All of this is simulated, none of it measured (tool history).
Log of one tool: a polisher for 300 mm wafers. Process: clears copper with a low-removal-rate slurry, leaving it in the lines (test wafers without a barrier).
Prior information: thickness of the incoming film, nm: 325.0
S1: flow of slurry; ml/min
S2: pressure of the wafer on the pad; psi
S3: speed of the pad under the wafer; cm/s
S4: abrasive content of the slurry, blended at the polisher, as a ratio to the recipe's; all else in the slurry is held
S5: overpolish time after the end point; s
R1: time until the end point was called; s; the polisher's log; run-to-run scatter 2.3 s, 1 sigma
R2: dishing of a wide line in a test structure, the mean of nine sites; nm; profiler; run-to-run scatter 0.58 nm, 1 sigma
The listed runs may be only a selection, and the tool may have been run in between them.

run,hour,S1,S2,S3,S4,S5,R1,R2
1,0.0,160,2.3,118,1.0,15,104.97,31.329
2,5.8,155,2.3,118,1.0,17,106.16,34.076
3,10.4,155,2.3,90,1.0,17,137.91,27.644
4,12.5,155,2.3,90,1.0,23,136.35,35.093
5,15.2,155,2.4,90,1.0,23,132.05,36.698
6,22.3,155,2.5,90,1.0,23,122.08,38.443
7,30.2,155,2.5,90,1.0,24,119.95,40.263

Run 8 comes next. What will it give?
8,37.5,155,2.5,90,1.0,25,?,?

Run 8 gave R1 124.55 s, R2 40.284 nm.
